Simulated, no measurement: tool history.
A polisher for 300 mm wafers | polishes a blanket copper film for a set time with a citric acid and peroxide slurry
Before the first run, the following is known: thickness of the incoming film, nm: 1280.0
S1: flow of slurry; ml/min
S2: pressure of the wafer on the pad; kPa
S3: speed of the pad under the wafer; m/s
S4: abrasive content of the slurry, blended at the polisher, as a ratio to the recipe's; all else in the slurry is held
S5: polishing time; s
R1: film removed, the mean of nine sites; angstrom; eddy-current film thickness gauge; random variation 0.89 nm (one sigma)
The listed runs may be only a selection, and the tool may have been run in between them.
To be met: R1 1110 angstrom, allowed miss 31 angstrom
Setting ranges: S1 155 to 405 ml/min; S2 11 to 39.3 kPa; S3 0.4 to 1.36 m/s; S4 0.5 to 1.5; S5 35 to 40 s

run	day	S1	S2	S3	S4	S5	R1
1	0	260	24.8	0.88	1	40	888
2	0.375	260	24.8	0.72	1	40	733.24
3	0.679	265	28.3	0.72	1	40	838.44
4	0.846	270	30.3	0.72	1	40	895.74
5	1.071	270	32.4	0.72	1	40	972.15
6	1.396	270	33.8	0.72	1	40	1004.5
7	1.488	275	34.5	0.72	1	40	1028.8
8	1.596	275	35.2	0.72	1	40	1048.8
9	1.858	275	35.9	0.72	1	40	1061.4

Pick the move, out of 5, that brings all results within their allowed miss; only one does.
A	2.121	260	29	0.86	1.05	39	?
B	2.121	270	38.6	0.64	1	39	?
C	2.121	260	33.8	0.86	0.9	39	?
D	2.121	195	36.5	0.7	1.15	39	?
E	2.121	265	34.5	0.66	1.5	40	?

move	R1
A	993.92
B	1017
C	1115.9
D	1030.3
E	1048.7
A: further off than the last run
B: further off than the last run
C: every result within its allowed miss
D: further off than the last run
E: further off than the last run
C meets every target.
